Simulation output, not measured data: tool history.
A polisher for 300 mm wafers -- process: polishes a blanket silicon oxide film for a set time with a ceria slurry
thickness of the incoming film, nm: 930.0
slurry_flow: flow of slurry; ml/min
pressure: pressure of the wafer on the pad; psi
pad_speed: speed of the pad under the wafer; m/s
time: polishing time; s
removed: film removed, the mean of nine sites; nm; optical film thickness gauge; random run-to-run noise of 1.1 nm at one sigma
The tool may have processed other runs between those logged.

run  hour  slurry_flow  pressure  pad_speed  time  removed
  1   0.0          270       2.7       1.34    34  146.240
  2   7.4          270       2.6       1.34    34  140.890
  3  16.0          270       2.6       1.34    34  141.330
  4  18.5          270       2.0       1.34    34  108.340
  5  20.1          270       2.0       1.34    30   98.136
  6  28.8          240       2.0       1.34    30   96.274
  7  33.2          265       2.1       1.34    30  102.390

Run 8, settings as shown, results not yet in. Your forecast:
  8  34.7          275       2.2       1.34    30        ?

removed: 107.680 nm
